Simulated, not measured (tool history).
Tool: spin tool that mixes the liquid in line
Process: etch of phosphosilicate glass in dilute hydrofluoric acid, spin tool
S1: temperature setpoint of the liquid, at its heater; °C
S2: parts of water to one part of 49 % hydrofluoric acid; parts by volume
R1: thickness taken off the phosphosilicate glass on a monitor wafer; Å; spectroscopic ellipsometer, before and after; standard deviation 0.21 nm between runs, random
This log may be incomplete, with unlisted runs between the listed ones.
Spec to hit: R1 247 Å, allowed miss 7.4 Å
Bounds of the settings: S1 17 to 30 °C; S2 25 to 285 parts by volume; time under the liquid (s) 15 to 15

Run 1, day 0: S1 22 °C, S2 155 parts by volume, time under the liquid (s) 15. Result: R1 104.73 Å.
Run 2, day 0.312: S1 22 °C, S2 120 parts by volume, time under the liquid (s) 15. Result: R1 139.85 Å.
Run 3, day 0.5: S1 23 °C, S2 115 parts by volume, time under the liquid (s) 15. Result: R1 153.14 Å.
Run 4, day 0.708: S1 24 °C, S2 110 parts by volume, time under the liquid (s) 15. Result: R1 163.87 Å.
Run 5, day 0.929: S1 24 °C, S2 145 parts by volume, time under the liquid (s) 15. Result: R1 121.53 Å.
Run 6, day 1.038: S1 24 °C, S2 145 parts by volume, time under the liquid (s) 15. Result: R1 121.94 Å.
Run 7, day 1.262: S1 24.5 °C, S2 140 parts by volume, time under the liquid (s) 15. Result: R1 128.23 Å.
Run 8, day 1.308: S1 25 °C, S2 135 parts by volume, time under the liquid (s) 15. Result: R1 136.65 Å.
Run 9, day 1.45: S1 25.5 °C, S2 130 parts by volume, time under the liquid (s) 15. Result: R1 145.16 Å.
Run 10, day 1.554: S1 26 °C, S2 125 parts by volume, time under the liquid (s) 15. Result: R1 155.79 Å.
Run 11, day 1.808: S1 26.5 °C, S2 120 parts by volume, time under the liquid (s) 15. Result: R1 166.55 Å.
Run 12, day 2.179: S1 27 °C, S2 115 parts by volume, time under the liquid (s) 15. Result: R1 178.25 Å.
Run 13, day 2.479: S1 30 °C, S2 85 parts by volume, time under the liquid (s) 15. Result: R1 281.72 Å.

Of the 4 settings listed for the next run, only one would bring every result within its allowed miss of target. Which one?
Run A, day 2.779: S1 27 °C, S2 90 parts by volume, time under the liquid (s) 15. Result: R1 ?.
Run B, day 2.779: S1 30 °C, S2 95 parts by volume, time under the liquid (s) 15. Result: R1 ?.
Run C, day 2.779: S1 28 °C, S2 95 parts by volume, time under the liquid (s) 15. Result: R1 ?.
Run D, day 2.779: S1 30 °C, S2 70 parts by volume, time under the liquid (s) 15. Result: R1 ?.

move      R1
   A  233.84
   B  246.77
   C   228.7
   D  347.31
A: carries the result that was furthest off beyond its target, to the other side
B: all results in spec
C: carries the result that was furthest off beyond its target, to the other side
D: its largest miss is bigger than the last run's
The right move is B.
